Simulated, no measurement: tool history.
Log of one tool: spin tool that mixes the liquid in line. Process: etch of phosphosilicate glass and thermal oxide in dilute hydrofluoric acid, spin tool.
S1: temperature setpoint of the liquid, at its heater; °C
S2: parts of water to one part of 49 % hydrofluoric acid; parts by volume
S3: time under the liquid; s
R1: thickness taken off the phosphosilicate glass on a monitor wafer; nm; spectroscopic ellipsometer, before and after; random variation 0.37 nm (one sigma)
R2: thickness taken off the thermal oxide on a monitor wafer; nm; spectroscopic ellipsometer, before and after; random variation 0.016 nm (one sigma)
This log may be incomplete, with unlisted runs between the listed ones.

{"run": 1, "hour": 0.0, "S1": 24, "S2": 50, "S3": 30, "R1": 135.29, "R2": 3.2421}
{"run": 2, "hour": 3.4, "S1": 24, "S2": 60, "S3": 30, "R1": 112.32, "R2": 2.728}
{"run": 3, "hour": 9.0, "S1": 24, "S2": 60, "S3": 40, "R1": 147.66, "R2": 3.559}
{"run": 4, "hour": 14.7, "S1": 23.5, "S2": 65, "S3": 40, "R1": 132.71, "R2": 3.2234}
{"run": 5, "hour": 18.7, "S1": 23.5, "S2": 65, "S3": 55, "R1": 183.72, "R2": 4.3946}
{"run": 6, "hour": 19.6, "S1": 23.5, "S2": 65, "S3": 45, "R1": 151.45, "R2": 3.6055}

What will run 7 give?
{"run": 7, "hour": 27.4, "S1": 19.5, "S2": 85, "S3": 30, "R1": "?", "R2": "?"}

Run 7 yielded R1 63.384 nm, R2 1.5405 nm.
